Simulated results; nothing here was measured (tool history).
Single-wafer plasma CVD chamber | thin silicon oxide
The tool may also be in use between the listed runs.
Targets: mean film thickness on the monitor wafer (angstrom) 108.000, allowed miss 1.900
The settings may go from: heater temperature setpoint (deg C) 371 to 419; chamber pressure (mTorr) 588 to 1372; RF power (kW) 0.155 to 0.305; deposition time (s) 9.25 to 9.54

run	hour	heater temperature setpoint (deg C)	chamber pressure (mTorr)	RF power (kW)	deposition time (s)	mean film thickness on the monitor wafer (angstrom)
1	0.0	395	980	0.230	9.25	177.380
2	2.7	395	980	0.230	9.25	176.890
3	10.9	395	876	0.230	9.25	157.200
4	11.8	395	781	0.220	9.25	135.470
5	20.0	395	892	0.220	9.25	157.850
6	27.2	395	792	0.215	9.25	136.030
7	35.4	395	596	0.215	9.25	92.298
8	43.2	395	625	0.215	9.25	98.638
9	48.9	395	722	0.215	9.25	121.160
10	57.6	395	722	0.215	9.25	119.470
11	66.4	395	702	0.215	9.25	116.030
12	67.4	395	688	0.215	9.25	112.670
13	71.5	395	680	0.215	9.25	110.950

Which of these 5 next moves meets every target?
A	75.6	393	692	0.215	9.25	?
B	75.6	397	664	0.225	9.51	?
C	75.6	395	679	0.210	9.25	?
D	75.6	400	678	0.215	9.47	?
E	75.6	385	667	0.225	9.25	?

move	mean film thickness on the monitor wafer (angstrom)
A	113.150
B	113.180
C	108.050
D	112.020
E	111.800
A: further off than the last run
B: further off than the last run
C: meets every target
D: further off than the last run
E: further off than the last run
Move C is the one to make.
